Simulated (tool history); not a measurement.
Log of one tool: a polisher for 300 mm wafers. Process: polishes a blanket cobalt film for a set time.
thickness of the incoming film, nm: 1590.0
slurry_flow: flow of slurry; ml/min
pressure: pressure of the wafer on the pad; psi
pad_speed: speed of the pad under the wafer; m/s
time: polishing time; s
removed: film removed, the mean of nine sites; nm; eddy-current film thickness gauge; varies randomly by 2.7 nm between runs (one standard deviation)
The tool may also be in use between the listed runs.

{"run": 1, "hour": 0.0, "slurry_flow": 295, "pressure": 1.3, "pad_speed": 1.2, "time": 49, "removed": 188.34}
{"run": 2, "hour": 6.3, "slurry_flow": 235, "pressure": 1.3, "pad_speed": 1.2, "time": 49, "removed": 186.91}
{"run": 3, "hour": 8.5, "slurry_flow": 235, "pressure": 1.4, "pad_speed": 1.2, "time": 49, "removed": 194.34}
{"run": 4, "hour": 13.1, "slurry_flow": 235, "pressure": 1.4, "pad_speed": 1.2, "time": 49, "removed": 200.16}
{"run": 5, "hour": 17.1, "slurry_flow": 235, "pressure": 1.4, "pad_speed": 0.98, "time": 49, "removed": 162.86}
{"run": 6, "hour": 18.9, "slurry_flow": 235, "pressure": 1.4, "pad_speed": 1.14, "time": 49, "removed": 185.97}
{"run": 7, "hour": 20.3, "slurry_flow": 235, "pressure": 1.5, "pad_speed": 1.14, "time": 49, "removed": 195.58}

Forecast run 8:
{"run": 8, "hour": 22.5, "slurry_flow": 235, "pressure": 1.6, "pad_speed": 1.14, "time": 49, "removed": "?"}

Run 8 measured removed 206.58 nm.
